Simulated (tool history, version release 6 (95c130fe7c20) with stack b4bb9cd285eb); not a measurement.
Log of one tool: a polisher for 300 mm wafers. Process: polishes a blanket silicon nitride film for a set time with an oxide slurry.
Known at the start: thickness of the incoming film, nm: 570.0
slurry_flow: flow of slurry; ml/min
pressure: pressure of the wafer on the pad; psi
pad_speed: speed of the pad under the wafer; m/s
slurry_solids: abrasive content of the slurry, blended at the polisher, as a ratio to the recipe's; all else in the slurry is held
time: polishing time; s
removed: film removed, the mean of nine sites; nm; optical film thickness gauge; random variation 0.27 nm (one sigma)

Run 1, hour 0.0: slurry_flow 200 ml/min, pressure 2.9 psi, pad_speed 0.98 m/s, slurry_solids 1.0, time 50 s. Result: removed 21.448 nm.
Run 2, hour 7.6: slurry_flow 220 ml/min, pressure 2.9 psi, pad_speed 0.98 m/s, slurry_solids 1.0, time 50 s. Result: removed 21.764 nm.
Run 3, hour 15.0: slurry_flow 220 ml/min, pressure 3.0 psi, pad_speed 0.98 m/s, slurry_solids 1.0, time 50 s. Result: removed 23.073 nm.
Run 4, hour 18.4: slurry_flow 220 ml/min, pressure 3.0 psi, pad_speed 0.78 m/s, slurry_solids 1.0, time 50 s. Result: removed 19.913 nm.
Run 5, hour 21.3: slurry_flow 220 ml/min, pressure 3.4 psi, pad_speed 0.78 m/s, slurry_solids 1.0, time 50 s. Result: removed 22.253 nm.
Run 6, hour 29.5: slurry_flow 225 ml/min, pressure 3.5 psi, pad_speed 0.78 m/s, slurry_solids 1.0, time 50 s. Result: removed 23.145 nm.
Run 7, hour 33.4: slurry_flow 230 ml/min, pressure 3.6 psi, pad_speed 0.78 m/s, slurry_solids 1.0, time 50 s. Result: removed 23.720 nm.

Run 8 comes next. What will it give?
Run 8, hour 36.8: slurry_flow 230 ml/min, pressure 3.7 psi, pad_speed 0.78 m/s, slurry_solids 1.0, time 50 s. Result: removed ?.

Run 8 gave removed 24.439 nm.

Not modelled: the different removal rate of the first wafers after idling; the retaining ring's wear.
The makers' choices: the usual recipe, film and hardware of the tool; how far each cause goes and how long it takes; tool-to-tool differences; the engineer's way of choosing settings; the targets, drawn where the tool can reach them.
